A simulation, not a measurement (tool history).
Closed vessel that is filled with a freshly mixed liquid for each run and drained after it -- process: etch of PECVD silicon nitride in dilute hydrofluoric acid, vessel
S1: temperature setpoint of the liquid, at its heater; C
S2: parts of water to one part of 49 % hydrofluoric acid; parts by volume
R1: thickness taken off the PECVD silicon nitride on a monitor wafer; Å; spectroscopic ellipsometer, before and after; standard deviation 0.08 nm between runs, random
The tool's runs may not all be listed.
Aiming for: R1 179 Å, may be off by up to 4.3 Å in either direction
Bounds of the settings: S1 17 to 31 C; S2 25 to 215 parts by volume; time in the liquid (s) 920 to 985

run 1 hour=0 | S1=23 S2=120 time_in_the_liquid_(s)=920 | R1=196.95
run 2 hour=2.7 | S1=23 S2=155 time_in_the_liquid_(s)=920 | R1=152.5
run 3 hour=11.7 | S1=20 S2=155 time_in_the_liquid_(s)=920 | R1=124.91
run 4 hour=18.2 | S1=20.5 S2=155 time_in_the_liquid_(s)=920 | R1=127.94
run 5 hour=24.1 | S1=21 S2=155 time_in_the_liquid_(s)=920 | R1=133.23
run 6 hour=32.7 | S1=23 S2=155 time_in_the_liquid_(s)=920 | R1=152.36
run 7 hour=38.3 | S1=24.5 S2=155 time_in_the_liquid_(s)=920 | R1=168.07
run 8 hour=45.3 | S1=25 S2=155 time_in_the_liquid_(s)=920 | R1=173.93

Below are 4 possible settings for the next run. Only one of them brings all results inside the allowed miss of their targets. Which is it?
run A hour=52.3 | S1=27 S2=160 time_in_the_liquid_(s)=920 | R1=?
run B hour=52.3 | S1=24.5 S2=165 time_in_the_liquid_(s)=965 | R1=?
run C hour=52.3 | S1=25.5 S2=175 time_in_the_liquid_(s)=965 | R1=?
run D hour=52.3 | S1=25.5 S2=165 time_in_the_liquid_(s)=970 | R1=?

move=A R1=190.35
move=B R1=165.33
move=C R1=166.15
move=D R1=177.09
A: the result that was furthest off in the last run now lies on the other side of its target
B: moves away from the targets compared with the last run
C: moves away from the targets compared with the last run
D: in spec on every target
Correct choice: D, which meets every target

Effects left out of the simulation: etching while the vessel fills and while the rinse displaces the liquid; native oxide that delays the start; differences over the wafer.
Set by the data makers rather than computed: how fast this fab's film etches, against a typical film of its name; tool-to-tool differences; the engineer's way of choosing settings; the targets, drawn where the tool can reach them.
